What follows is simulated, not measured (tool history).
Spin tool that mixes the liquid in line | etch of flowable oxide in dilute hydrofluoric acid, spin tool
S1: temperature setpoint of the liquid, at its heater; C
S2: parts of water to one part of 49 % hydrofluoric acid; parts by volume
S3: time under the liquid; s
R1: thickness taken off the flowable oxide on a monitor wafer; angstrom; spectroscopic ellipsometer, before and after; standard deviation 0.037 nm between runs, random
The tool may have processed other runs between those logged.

{"run": 1, "day": 0.0, "S1": 26, "S2": 190, "S3": 15, "R1": 56.459}
{"run": 2, "day": 0.342, "S1": 26, "S2": 220, "S3": 15, "R1": 47.037}
{"run": 3, "day": 0.442, "S1": 26, "S2": 265, "S3": 15, "R1": 37.235}
{"run": 4, "day": 0.754, "S1": 26, "S2": 300, "S3": 15, "R1": 31.633}
{"run": 5, "day": 1.062, "S1": 26, "S2": 335, "S3": 15, "R1": 27.293}
{"run": 6, "day": 1.358, "S1": 29.5, "S2": 335, "S3": 15, "R1": 30.513}
{"run": 7, "day": 1.638, "S1": 31, "S2": 280, "S3": 15, "R1": 40.774}
{"run": 8, "day": 1.825, "S1": 32, "S2": 235, "S3": 15, "R1": 53.162}
{"run": 9, "day": 1.925, "S1": 34, "S2": 160, "S3": 15, "R1": 92.417}

The next listed run, before its measurement:
{"run": 10, "day": 2.192, "S1": 34, "S2": 160, "S3": 15, "R1": "?"}

{"run 10": {"R1": 92.107}}
